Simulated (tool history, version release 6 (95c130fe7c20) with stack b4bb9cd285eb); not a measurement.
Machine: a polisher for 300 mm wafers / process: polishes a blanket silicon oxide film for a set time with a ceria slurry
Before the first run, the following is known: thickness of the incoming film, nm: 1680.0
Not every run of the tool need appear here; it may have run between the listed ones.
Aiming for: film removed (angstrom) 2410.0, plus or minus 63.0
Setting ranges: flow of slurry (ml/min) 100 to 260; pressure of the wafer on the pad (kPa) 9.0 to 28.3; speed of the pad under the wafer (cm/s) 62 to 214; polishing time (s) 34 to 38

run	hour	flow of slurry (ml/min)	pressure of the wafer on the pad (kPa)	speed of the pad under the wafer (cm/s)	polishing time (s)	film removed (angstrom)
1	0.0	165	18.6	138	38	2156.5
2	3.8	165	18.6	114	38	1834.6
3	12.5	165	18.6	90	38	1538.1
4	16.1	205	18.6	90	38	1558.5
5	19.7	205	18.6	110	38	1842.1
6	22.6	210	20.0	110	38	1952.2
7	25.2	210	20.7	110	38	2000.8
8	31.7	210	21.4	110	38	2021.5
9	40.4	210	22.1	110	38	2103.6
10	46.5	210	22.8	110	38	2179.6
11	52.3	210	23.4	110	38	2196.0
12	60.8	215	24.1	110	38	2271.4
13	62.2	220	24.1	110	38	2268.5
14	63.3	225	24.8	110	38	2337.1
15	72.3	225	24.8	110	38	2306.8

Which single option among these 4 for the next run brings every result within its allowed miss of target? Just one does.
A	81.3	230	28.3	108	38	?
B	81.3	225	23.4	110	38	?
C	81.3	250	27.6	110	38	?
D	81.3	210	23.4	122	38	?

move	film removed (angstrom)
A	2568.5
B	2228.6
C	2573.9
D	2402.3
A: the result that was furthest off in the last run now lies on the other side of its target
B: the biggest miss grows against the last run
C: the result that was furthest off in the last run now lies on the other side of its target
D: every result within its allowed miss
Correct choice: D, which meets every target

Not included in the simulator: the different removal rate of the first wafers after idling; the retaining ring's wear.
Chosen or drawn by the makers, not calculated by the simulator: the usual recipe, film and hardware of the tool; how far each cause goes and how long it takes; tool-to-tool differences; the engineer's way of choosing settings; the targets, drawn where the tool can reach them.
